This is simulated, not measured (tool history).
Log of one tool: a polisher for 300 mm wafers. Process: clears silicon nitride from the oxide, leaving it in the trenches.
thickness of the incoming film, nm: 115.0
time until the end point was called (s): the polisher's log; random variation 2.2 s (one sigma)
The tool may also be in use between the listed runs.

run	day	flow of slurry (ml/min)	pressure of the wafer on the pad (psi)	speed of the pad under the wafer (m/s)	overpolish time after the end point (s)	time until the end point was called (s)
1	0.000	305	2.6	1.04	43	159.23
2	0.312	305	2.5	1.04	43	160.24
3	0.512	305	2.5	1.04	47	163.42
4	0.662	305	2.9	1.04	47	143.46
5	0.788	305	3.2	1.04	47	135.55
6	1.042	305	3.2	0.92	47	150.99
7	1.321	305	3.1	0.92	47	153.20
8	1.454	305	3.0	0.92	47	159.20
9	1.717	305	3.0	0.92	47	159.10
# day 1.896: worn pad replaced by a new one
10	1.896	305	2.9	0.92	47	153.40
11	2.250	305	2.8	0.90	47	157.38

Run 12 comes next. What will it give?
12	2.454	305	2.7	0.88	47	?

time until the end point was called (s): 166.48
